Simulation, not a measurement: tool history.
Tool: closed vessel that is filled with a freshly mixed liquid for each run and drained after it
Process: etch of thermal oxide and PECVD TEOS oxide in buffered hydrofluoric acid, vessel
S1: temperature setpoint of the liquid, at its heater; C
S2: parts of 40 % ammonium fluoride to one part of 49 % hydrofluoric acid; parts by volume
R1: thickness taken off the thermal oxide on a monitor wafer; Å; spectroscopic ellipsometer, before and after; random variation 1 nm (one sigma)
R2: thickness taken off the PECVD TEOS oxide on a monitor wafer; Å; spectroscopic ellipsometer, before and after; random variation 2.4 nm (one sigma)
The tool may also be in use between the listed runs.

{"run": 1, "hour": 0.0, "S1": 24.0, "S2": 20.5, "time in the liquid (s)": 105, "R1": 537.64, "R2": 1330.1}
{"run": 2, "hour": 2.1, "S1": 26.5, "S2": 16.5, "time in the liquid (s)": 105, "R1": 747.89, "R2": 1845.8}
{"run": 3, "hour": 7.5, "S1": 28.0, "S2": 14.5, "time in the liquid (s)": 105, "R1": 922.12, "R2": 2277.5}
{"run": 4, "hour": 11.3, "S1": 28.0, "S2": 20.0, "time in the liquid (s)": 105, "R1": 673.52, "R2": 1658.5}
{"run": 5, "hour": 17.3, "S1": 28.0, "S2": 17.5, "time in the liquid (s)": 105, "R1": 769.46, "R2": 1881.3}
{"run": 6, "hour": 21.5, "S1": 28.0, "S2": 20.0, "time in the liquid (s)": 105, "R1": 682.71, "R2": 1640.9}
{"run": 7, "hour": 28.0, "S1": 29.5, "S2": 17.0, "time in the liquid (s)": 105, "R1": 858.14, "R2": 2104.6}
{"run": 8, "hour": 33.7, "S1": 30.5, "S2": 15.0, "time in the liquid (s)": 105, "R1": 1027.2, "R2": 2516.0}
{"run": 9, "hour": 39.6, "S1": 31.0, "S2": 13.5, "time in the liquid (s)": 105, "R1": 1158.5, "R2": 2884.9}
{"run": 10, "hour": 47.1, "S1": 31.5, "S2": 13.0, "time in the liquid (s)": 105, "R1": 1228.0, "R2": 3029.9}
{"run": 11, "hour": 55.0, "S1": 32.0, "S2": 10.0, "time in the liquid (s)": 105, "R1": 1641.9, "R2": 3973.2}
{"run": 12, "hour": 56.5, "S1": 31.0, "S2": 10.0, "time in the liquid (s)": 105, "R1": 1553.7, "R2": 3818.6}
{"run": 13, "hour": 59.3, "S1": 30.5, "S2": 10.0, "time in the liquid (s)": 105, "R1": 1519.4, "R2": 3707.8}

Forecast run 14:
{"run": 14, "hour": 62.7, "S1": 30.0, "S2": 10.0, "time in the liquid (s)": 105, "R1": "?", "R2": "?"}

Run 14 gave R1 1473.10 Å, R2 3608.3 Å.
